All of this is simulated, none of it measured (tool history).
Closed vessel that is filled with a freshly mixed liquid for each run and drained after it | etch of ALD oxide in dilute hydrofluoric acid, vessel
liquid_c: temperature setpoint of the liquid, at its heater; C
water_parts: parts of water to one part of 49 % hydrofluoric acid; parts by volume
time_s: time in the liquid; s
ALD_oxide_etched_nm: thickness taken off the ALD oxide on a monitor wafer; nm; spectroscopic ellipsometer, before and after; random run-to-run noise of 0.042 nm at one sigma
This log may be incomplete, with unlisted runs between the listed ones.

| run | hour | liquid_c | water_parts | time_s | ALD_oxide_etched_nm |
|---|---|---|---|---|---|
| 1 | 0.0 | 24.0 | 75 | 30 | 6.3531 |
| 2 | 1.7 | 27.0 | 75 | 30 | 7.2339 |
| 3 | 7.7 | 27.0 | 75 | 30 | 7.1677 |
| 4 | 14.6 | 25.5 | 75 | 30 | 6.7704 |
| 5 | 19.7 | 24.0 | 75 | 30 | 6.3613 |
| 6 | 26.6 | 26.5 | 75 | 30 | 6.9651 |
|  | 34.8 | hydrofluoric acid flow meter replaced |
| 7 | 34.8 | 25.0 | 75 | 30 | 5.9745 |
| 8 | 43.7 | 24.0 | 75 | 30 | 5.5827 |

Predict the results of run 9:
| 9 | 49.7 | 20.0 | 75 | 30 | ? |

{"run 9": {"ALD_oxide_etched_nm": 4.8416}}
